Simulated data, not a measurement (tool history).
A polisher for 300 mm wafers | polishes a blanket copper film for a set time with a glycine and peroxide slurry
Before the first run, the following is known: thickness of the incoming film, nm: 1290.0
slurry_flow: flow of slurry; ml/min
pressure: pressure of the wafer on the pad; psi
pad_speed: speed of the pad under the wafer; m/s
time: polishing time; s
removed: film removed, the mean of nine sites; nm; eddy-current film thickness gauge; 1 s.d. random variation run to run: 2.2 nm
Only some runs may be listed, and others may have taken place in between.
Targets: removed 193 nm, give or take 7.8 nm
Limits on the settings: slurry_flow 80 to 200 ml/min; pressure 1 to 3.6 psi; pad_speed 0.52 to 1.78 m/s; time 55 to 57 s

run	hour	slurry_flow	pressure	pad_speed	time	removed
1	0	130	2.3	1.14	55	267.53
2	2.1	125	2	1.12	55	229.75
3	4.8	125	2	1.38	55	263.25
4	8.5	135	2	1.38	55	279.99
5	13	120	1.8	1.38	55	243.97
6	18.3	120	2.4	1.38	55	318.18
7	27.2	110	1.8	1.34	55	239.29
8	30.8	110	1.6	1.34	55	215.66
9	35.2	105	1.5	1.34	55	203.11
10	39.5	100	1.5	1.34	55	203.01

Of the 5 settings listed for the next run, only one would bring every result within its allowed miss of target. Which one?
A	43.8	110	1.2	1.44	55	?
B	43.8	120	1.2	1.26	56	?
C	43.8	80	1.5	1.4	57	?
D	43.8	85	1.3	1.48	55	?
E	43.8	80	1.2	1.42	56	?

move	removed
A	179.18
B	168.16
C	208.3
D	188.35
E	173.82
A: the result that was furthest off in the last run now lies on the other side of its target
B: the result that was furthest off in the last run now lies on the other side of its target
C: its largest miss is bigger than the last run's
D: meets every target
E: the result that was furthest off in the last run now lies on the other side of its target
D meets every target.

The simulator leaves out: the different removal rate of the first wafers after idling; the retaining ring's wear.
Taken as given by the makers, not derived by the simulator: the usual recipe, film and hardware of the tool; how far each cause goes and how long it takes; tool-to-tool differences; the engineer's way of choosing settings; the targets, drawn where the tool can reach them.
